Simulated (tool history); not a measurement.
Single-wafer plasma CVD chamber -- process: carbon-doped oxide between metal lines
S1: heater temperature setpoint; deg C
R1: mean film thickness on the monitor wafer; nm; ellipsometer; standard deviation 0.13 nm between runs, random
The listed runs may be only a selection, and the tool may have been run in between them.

Run 1, day 0.000: S1 345 deg C, chamber pressure (mTorr) 6770, RF power (kW) 0.625, deposition time (s) 7.42. Result: R1 47.862 nm.
Run 2, day 0.079: S1 345 deg C, chamber pressure (mTorr) 6770, RF power (kW) 0.715, deposition time (s) 7.42. Result: R1 53.014 nm.
Run 3, day 0.229: S1 350 deg C, chamber pressure (mTorr) 6430, RF power (kW) 0.630, deposition time (s) 7.39. Result: R1 47.225 nm.
Run 4, day 0.421: S1 350 deg C, chamber pressure (mTorr) 6430, RF power (kW) 0.550, deposition time (s) 7.39. Result: R1 41.816 nm.
Run 5, day 0.650: S1 350 deg C, chamber pressure (mTorr) 7030, RF power (kW) 0.550, deposition time (s) 7.39. Result: R1 42.108 nm.
Run 6, day 0.725: S1 350 deg C, chamber pressure (mTorr) 7030, RF power (kW) 0.550, deposition time (s) 7.42. Result: R1 42.137 nm.
Run 7, day 0.817: S1 354 deg C, chamber pressure (mTorr) 7020, RF power (kW) 0.525, deposition time (s) 7.41. Result: R1 39.932 nm.
Run 8, day 1.062: S1 358 deg C, chamber pressure (mTorr) 7000, RF power (kW) 0.515, deposition time (s) 7.41. Result: R1 38.856 nm.
Run 9, day 1.117: S1 361 deg C, chamber pressure (mTorr) 6970, RF power (kW) 0.505, deposition time (s) 7.41. Result: R1 37.605 nm.
Run 10, day 1.238: S1 361 deg C, chamber pressure (mTorr) 6970, RF power (kW) 0.505, deposition time (s) 7.41. Result: R1 37.845 nm.
Run 11, day 1.412: S1 363 deg C, chamber pressure (mTorr) 6940, RF power (kW) 0.500, deposition time (s) 7.41. Result: R1 37.184 nm.

For run 12, what comes out?
Run 12, day 1.538: S1 363 deg C, chamber pressure (mTorr) 6940, RF power (kW) 0.500, deposition time (s) 7.41. Result: R1 ?.

R1: 37.255 nm
